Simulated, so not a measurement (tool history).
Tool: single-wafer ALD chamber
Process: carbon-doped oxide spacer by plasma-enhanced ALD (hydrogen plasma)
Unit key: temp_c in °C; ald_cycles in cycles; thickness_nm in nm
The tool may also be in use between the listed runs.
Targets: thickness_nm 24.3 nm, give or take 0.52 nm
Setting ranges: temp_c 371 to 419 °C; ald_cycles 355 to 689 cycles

Run 1, hour 0: temp_c 395 °C, ald_cycles 522 cycles. Result: thickness_nm 26.463 nm.
Run 2, hour 8.3: temp_c 388 °C, ald_cycles 522 cycles. Result: thickness_nm 26.49 nm.
Run 3, hour 14.6: temp_c 388 °C, ald_cycles 513 cycles. Result: thickness_nm 25.959 nm.
Run 4, hour 20.5: temp_c 388 °C, ald_cycles 552 cycles. Result: thickness_nm 28.131 nm.
Run 5, hour 24.4: temp_c 388 °C, ald_cycles 583 cycles. Result: thickness_nm 29.744 nm.
Run 6, hour 31.3: temp_c 388 °C, ald_cycles 652 cycles. Result: thickness_nm 33.016 nm.
Run 7, hour 33.8: temp_c 389 °C, ald_cycles 569 cycles. Result: thickness_nm 28.937 nm.
Run 8, hour 34.9: temp_c 389 °C, ald_cycles 549 cycles. Result: thickness_nm 27.809 nm.
Run 9, hour 35.6: temp_c 389 °C, ald_cycles 534 cycles. Result: thickness_nm 27.076 nm.
Run 10, hour 43.6: temp_c 389 °C, ald_cycles 522 cycles. Result: thickness_nm 26.466 nm.

Pick the move, out of 4, that brings all results within their allowed miss; only one does.
Run A, hour 51.6: temp_c 415 °C, ald_cycles 508 cycles. Result: thickness_nm ?.
Run B, hour 51.6: temp_c 387 °C, ald_cycles 497 cycles. Result: thickness_nm ?.
Run C, hour 51.6: temp_c 390 °C, ald_cycles 549 cycles. Result: thickness_nm ?.
Run D, hour 51.6: temp_c 389 °C, ald_cycles 513 cycles. Result: thickness_nm ?.

move  thickness_nm
   A        24.312
   B        25.128
   C        27.757
   D        25.937
A: every result lands within tolerance
B: an improvement on the last run, though not all results are within tolerance
C: the biggest miss grows against the last run
D: an improvement on the last run, though not all results are within tolerance
Answer: A
